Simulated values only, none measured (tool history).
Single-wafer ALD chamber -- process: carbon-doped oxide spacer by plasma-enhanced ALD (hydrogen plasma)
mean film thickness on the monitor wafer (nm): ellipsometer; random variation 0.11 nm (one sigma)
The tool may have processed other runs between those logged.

| run | day | heater temperature setpoint (°C) | number of ALD cycles (cycles) | mean film thickness on the monitor wafer (nm) |
|---|---|---|---|---|
| 1 | 0.000 | 410 | 672 | 35.636 |
| 2 | 0.225 | 410 | 750 | 39.877 |
| 3 | 0.358 | 410 | 705 | 37.237 |
| 4 | 0.700 | 413 | 659 | 34.618 |
| 5 | 0.783 | 418 | 659 | 34.284 |
|  | 0.812 | thermocouple changed; heater temperature recalibrated |
| 6 | 0.812 | 419 | 626 | 32.177 |
| 7 | 0.962 | 421 | 609 | 31.073 |

What does the tool deliver on the next run?
| 8 | 1.071 | 422 | 599 | ? |

mean film thickness on the monitor wafer (nm): 30.533

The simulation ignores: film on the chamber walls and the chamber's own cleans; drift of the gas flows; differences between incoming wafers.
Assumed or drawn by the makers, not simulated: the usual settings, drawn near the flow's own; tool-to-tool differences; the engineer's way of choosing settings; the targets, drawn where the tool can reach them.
